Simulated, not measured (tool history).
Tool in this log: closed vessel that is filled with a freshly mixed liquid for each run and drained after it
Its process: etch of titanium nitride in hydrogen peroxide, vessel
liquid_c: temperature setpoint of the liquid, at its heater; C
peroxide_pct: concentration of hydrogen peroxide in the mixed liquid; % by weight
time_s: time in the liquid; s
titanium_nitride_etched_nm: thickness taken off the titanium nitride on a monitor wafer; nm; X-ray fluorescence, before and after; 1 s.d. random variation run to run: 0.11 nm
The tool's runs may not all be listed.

run	hour	liquid_c	peroxide_pct	time_s	titanium_nitride_etched_nm
1	0	51	18	1000	27.379
2	8.2	48.5	18	1000	23.191
3	10.5	46.5	18	1000	19.997
4	18.8	46.5	20.5	1000	20.825
# hour 26.2: thermometer replaced
5	26.2	45	20.5	1000	16.694
6	29.2	44	20.5	1000	15.47
7	32.4	43.5	20.5	1000	14.898

What does the tool deliver on the next run?
8	37.2	43	20.5	1000	?

titanium_nitride_etched_nm: 14.189 nm

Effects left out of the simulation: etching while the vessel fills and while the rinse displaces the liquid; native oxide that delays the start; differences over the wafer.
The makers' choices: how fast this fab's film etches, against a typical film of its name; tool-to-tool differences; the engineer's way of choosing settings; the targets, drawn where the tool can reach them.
